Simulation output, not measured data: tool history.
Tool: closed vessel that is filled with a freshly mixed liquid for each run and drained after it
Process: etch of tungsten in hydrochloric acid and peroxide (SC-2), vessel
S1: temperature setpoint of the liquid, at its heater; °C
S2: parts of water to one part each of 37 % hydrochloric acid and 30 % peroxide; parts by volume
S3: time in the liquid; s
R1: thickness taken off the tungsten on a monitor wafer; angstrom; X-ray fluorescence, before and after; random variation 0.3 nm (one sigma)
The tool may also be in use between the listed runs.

run,hour,S1,S2,S3,R1
1,0.0,63.0,5.5,30,156.64
2,4.6,66.0,5.0,30,205.35
3,6.1,69.5,5.0,30,249.53
4,13.4,69.5,7.0,30,194.76
5,19.0,69.5,7.0,30,196.95
6,21.7,72.0,7.0,30,226.32
7,26.5,72.0,6.0,30,250.76

Run 8 comes next. What will it give?
8,31.4,72.0,5.5,30,?

R1: 268.30 angstrom
